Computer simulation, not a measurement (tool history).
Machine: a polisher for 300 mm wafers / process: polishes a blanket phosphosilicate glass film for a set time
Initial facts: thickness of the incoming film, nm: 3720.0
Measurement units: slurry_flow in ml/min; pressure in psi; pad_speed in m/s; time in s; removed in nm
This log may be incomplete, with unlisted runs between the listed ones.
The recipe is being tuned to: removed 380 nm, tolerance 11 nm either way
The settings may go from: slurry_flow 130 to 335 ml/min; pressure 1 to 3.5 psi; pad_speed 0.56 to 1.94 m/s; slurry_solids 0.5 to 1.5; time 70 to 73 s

run,hour,slurry_flow,pressure,pad_speed,slurry_solids,time,removed
1,0,215,2.2,1.24,1,70,477.45
2,6,215,2.2,1.24,1,70,471.84
3,10.7,215,2.8,1.24,1,70,546.36
4,18.3,215,2.5,1.24,1,70,517.76
5,25.6,215,2.5,1.24,0.9,70,493.18
# hour 33.1: head pressure recalibrated
6,33.1,215,2.5,1.02,0.9,70,422.58
7,33.7,215,2.5,1.02,0.9,70,426.41
8,41.6,215,2.4,1.02,0.9,70,417.21
9,47.7,200,2.2,1.02,0.9,70,393.49

Which one of the following 5 next-run settings gets every result inside its allowed miss? There is exactly one.
A,53.8,165,1.6,1.12,0.9,73,?
B,53.8,185,1.9,1.2,0.85,71,?
C,53.8,190,1.9,1.06,0.85,70,?
D,53.8,175,2.3,1.08,0.85,72,?
E,53.8,165,2.3,0.98,1.05,70,?

move,removed
A,348.46
B,384.49
C,355.78
D,408
E,407.68
A: takes the result that was furthest off past its target
B: all results land within tolerance of their targets
C: takes the result that was furthest off past its target
D: misses by more than the last run did
E: misses by more than the last run did
B meets every target.
